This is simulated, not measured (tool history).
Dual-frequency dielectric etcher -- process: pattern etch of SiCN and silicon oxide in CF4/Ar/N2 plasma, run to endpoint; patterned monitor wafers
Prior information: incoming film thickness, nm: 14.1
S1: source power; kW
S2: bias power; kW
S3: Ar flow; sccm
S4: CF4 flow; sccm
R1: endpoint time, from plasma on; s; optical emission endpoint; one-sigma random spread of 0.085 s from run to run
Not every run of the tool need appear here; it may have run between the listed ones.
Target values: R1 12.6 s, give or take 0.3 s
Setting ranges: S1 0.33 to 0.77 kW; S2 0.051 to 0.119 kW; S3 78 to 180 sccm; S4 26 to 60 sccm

{"run": 1, "day": 0.0, "S1": 0.55, "S2": 0.085, "S3": 129, "S4": 43, "R1": 14.377}
{"run": 2, "day": 0.262, "S1": 0.59, "S2": 0.085, "S3": 129, "S4": 43, "R1": 13.842}
{"run": 3, "day": 0.583, "S1": 0.6, "S2": 0.085, "S3": 129, "S4": 43, "R1": 13.65}
{"run": 4, "day": 0.912, "S1": 0.61, "S2": 0.085, "S3": 129, "S4": 43, "R1": 13.568}
{"run": 5, "day": 1.2, "S1": 0.62, "S2": 0.085, "S3": 129, "S4": 43, "R1": 13.283}
{"run": 6, "day": 1.225, "S1": 0.63, "S2": 0.085, "S3": 129, "S4": 43, "R1": 13.261}
{"run": 7, "day": 1.4, "S1": 0.64, "S2": 0.085, "S3": 129, "S4": 43, "R1": 13.14}
{"run": 8, "day": 1.675, "S1": 0.65, "S2": 0.085, "S3": 129, "S4": 43, "R1": 12.92}

Which of these 5 next moves meets every target?
{"run": "A", "day": 1.95, "S1": 0.65, "S2": 0.076, "S3": 119, "S4": 42, "R1": "?"}
{"run": "B", "day": 1.95, "S1": 0.67, "S2": 0.083, "S3": 146, "S4": 37, "R1": "?"}
{"run": "C", "day": 1.95, "S1": 0.65, "S2": 0.073, "S3": 119, "S4": 47, "R1": "?"}
{"run": "D", "day": 1.95, "S1": 0.65, "S2": 0.078, "S3": 126, "S4": 45, "R1": "?"}
{"run": "E", "day": 1.95, "S1": 0.73, "S2": 0.071, "S3": 126, "S4": 45, "R1": "?"}

move=A R1=13.387
move=B R1=13.261
move=C R1=13.376
move=D R1=13.256
move=E R1=12.568
A: misses by more than the last run did
B: misses by more than the last run did
C: misses by more than the last run did
D: misses by more than the last run did
E: meets every target
Answer: E

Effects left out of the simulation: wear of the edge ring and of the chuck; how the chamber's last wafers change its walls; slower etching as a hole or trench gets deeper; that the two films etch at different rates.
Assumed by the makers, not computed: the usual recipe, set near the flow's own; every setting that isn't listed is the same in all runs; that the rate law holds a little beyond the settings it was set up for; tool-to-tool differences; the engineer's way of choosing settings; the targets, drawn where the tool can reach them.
